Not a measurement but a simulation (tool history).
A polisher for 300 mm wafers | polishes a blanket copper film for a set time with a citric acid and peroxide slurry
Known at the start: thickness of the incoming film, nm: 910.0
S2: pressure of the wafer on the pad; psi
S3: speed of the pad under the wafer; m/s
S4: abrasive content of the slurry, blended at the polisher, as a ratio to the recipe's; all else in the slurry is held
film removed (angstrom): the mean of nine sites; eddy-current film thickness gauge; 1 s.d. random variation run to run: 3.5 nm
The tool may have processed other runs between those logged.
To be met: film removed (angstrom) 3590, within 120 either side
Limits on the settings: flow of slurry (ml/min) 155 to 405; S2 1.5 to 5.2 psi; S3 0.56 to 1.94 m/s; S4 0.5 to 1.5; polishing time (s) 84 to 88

{"run": 1, "hour": 0.0, "flow of slurry (ml/min)": 260, "S2": 3.3, "S3": 1.24, "S4": 1, "polishing time (s)": 84, "film removed (angstrom)": 2442.2}
{"run": 2, "hour": 5.6, "flow of slurry (ml/min)": 320, "S2": 3.3, "S3": 1.24, "S4": 1, "polishing time (s)": 84, "film removed (angstrom)": 2504.9}
{"run": 3, "hour": 8.9, "flow of slurry (ml/min)": 320, "S2": 3.3, "S3": 1.24, "S4": 0.8, "polishing time (s)": 84, "film removed (angstrom)": 2442}
{"run": 4, "hour": 12.2, "flow of slurry (ml/min)": 265, "S2": 3.3, "S3": 1.24, "S4": 0.8, "polishing time (s)": 84, "film removed (angstrom)": 2380.4}
{"run": 5, "hour": 21.1, "flow of slurry (ml/min)": 290, "S2": 3.3, "S3": 1.24, "S4": 0.8, "polishing time (s)": 84, "film removed (angstrom)": 2434.7}
{"run": 6, "hour": 29.1, "flow of slurry (ml/min)": 290, "S2": 3.3, "S3": 1.36, "S4": 0.8, "polishing time (s)": 84, "film removed (angstrom)": 2521.1}
{"run": 7, "hour": 32.8, "flow of slurry (ml/min)": 295, "S2": 4.3, "S3": 1.4, "S4": 0.8, "polishing time (s)": 84, "film removed (angstrom)": 3324.4}
{"run": 8, "hour": 40.3, "flow of slurry (ml/min)": 295, "S2": 4.4, "S3": 1.4, "S4": 0.8, "polishing time (s)": 84, "film removed (angstrom)": 3350.8}
{"run": 9, "hour": 45.2, "flow of slurry (ml/min)": 295, "S2": 4.5, "S3": 1.4, "S4": 0.8, "polishing time (s)": 84, "film removed (angstrom)": 3462.7}

5 candidate next runs follow, results not yet known. Just one meets every target within its allowed miss. Identify it.
{"run": "A", "hour": 50.1, "flow of slurry (ml/min)": 320, "S2": 4.6, "S3": 1.22, "S4": 1.1, "polishing time (s)": 88, "film removed (angstrom)": "?"}
{"run": "B", "hour": 50.1, "flow of slurry (ml/min)": 315, "S2": 4.4, "S3": 1.24, "S4": 0.95, "polishing time (s)": 87, "film removed (angstrom)": "?"}
{"run": "C", "hour": 50.1, "flow of slurry (ml/min)": 310, "S2": 4, "S3": 1.36, "S4": 1.05, "polishing time (s)": 87, "film removed (angstrom)": "?"}
{"run": "D", "hour": 50.1, "flow of slurry (ml/min)": 280, "S2": 4.4, "S3": 1.18, "S4": 1, "polishing time (s)": 88, "film removed (angstrom)": "?"}
{"run": "E", "hour": 50.1, "flow of slurry (ml/min)": 280, "S2": 4.9, "S3": 1.38, "S4": 0.8, "polishing time (s)": 88, "film removed (angstrom)": "?"}

move=A film_removed_(angstrom)=3578.8
move=B film_removed_(angstrom)=3330.4
move=C film_removed_(angstrom)=3303.2
move=D film_removed_(angstrom)=3260.8
move=E film_removed_(angstrom)=3809.6
A: each result inside its tolerance
B: further off than the last run
C: further off than the last run
D: further off than the last run
E: pushes the last run's worst result past its target
Answer: A
